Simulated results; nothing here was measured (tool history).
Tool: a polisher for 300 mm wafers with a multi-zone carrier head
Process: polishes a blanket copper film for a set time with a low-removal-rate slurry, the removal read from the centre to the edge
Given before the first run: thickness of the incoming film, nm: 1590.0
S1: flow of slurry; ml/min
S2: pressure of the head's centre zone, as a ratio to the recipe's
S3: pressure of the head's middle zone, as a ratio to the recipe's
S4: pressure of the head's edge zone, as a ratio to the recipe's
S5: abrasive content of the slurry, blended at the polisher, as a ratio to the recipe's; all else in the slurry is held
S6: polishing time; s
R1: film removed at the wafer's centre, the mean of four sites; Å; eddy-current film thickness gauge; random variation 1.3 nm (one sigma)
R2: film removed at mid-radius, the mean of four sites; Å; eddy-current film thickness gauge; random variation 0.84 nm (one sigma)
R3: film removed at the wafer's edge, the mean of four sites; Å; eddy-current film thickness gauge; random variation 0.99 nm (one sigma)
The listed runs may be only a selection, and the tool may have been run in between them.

{"run": 1, "hour": 0.0, "S1": 150, "S2": 1, "S3": 1, "S4": 1, "S5": 1, "S6": 65, "R1": 1393.2, "R2": 1321.7, "R3": 1351.8}
{"run": 2, "hour": 2.3, "S1": 150, "S2": 1, "S3": 1, "S4": 1, "S5": 0.8, "S6": 65, "R1": 1290, "R2": 1246.6, "R3": 1253}
{"run": 3, "hour": 8.4, "S1": 150, "S2": 1.02, "S3": 0.98, "S4": 1.01, "S5": 0.8, "S6": 65, "R1": 1312.2, "R2": 1247.5, "R3": 1263.2}
{"run": 4, "hour": 12.0, "S1": 150, "S2": 1.04, "S3": 0.95, "S4": 1.01, "S5": 0.8, "S6": 65, "R1": 1341.6, "R2": 1191.6, "R3": 1254.6}
{"run": 5, "hour": 14.3, "S1": 155, "S2": 1.05, "S3": 0.94, "S4": 1.02, "S5": 0.8, "S6": 65, "R1": 1365.6, "R2": 1200.4, "R3": 1284}
{"run": 6, "hour": 18.2, "S1": 155, "S2": 1.05, "S3": 1, "S4": 1.02, "S5": 0.8, "S6": 65, "R1": 1349.5, "R2": 1251.2, "R3": 1282}

The next listed run, before its measurement:
{"run": 7, "hour": 22.3, "S1": 155, "S2": 1.07, "S3": 0.98, "S4": 1.03, "S5": 0.8, "S6": 65, "R1": "?", "R2": "?", "R3": "?"}

R1: 1350.9 Å
R2: 1246.7 Å
R3: 1266.8 Å

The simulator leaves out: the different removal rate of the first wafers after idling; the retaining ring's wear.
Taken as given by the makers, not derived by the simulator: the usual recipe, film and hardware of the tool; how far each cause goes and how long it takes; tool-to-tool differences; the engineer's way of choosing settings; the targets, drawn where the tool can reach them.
